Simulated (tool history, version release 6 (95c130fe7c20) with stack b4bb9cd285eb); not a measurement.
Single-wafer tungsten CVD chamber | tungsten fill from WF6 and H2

run	hour	heater temperature setpoint (K)	chamber pressure (Torr)	deposition time (s)	mean film thickness on the monitor wafer (Å)
1	0	663.15	47.2	24	663.57
2	8.8	667.15	47.3	24	712.49
3	12.7	670.15	47.4	24	746.24
4	17.5	673.15	47.5	24	788.02
5	26.4	673.15	47.5	24	789.59
6	35.4	675.15	47.5	24	814.31

Forecast run 7:
7	37.4	676.15	47.5	24	?

mean film thickness on the monitor wafer (Å): 824.89
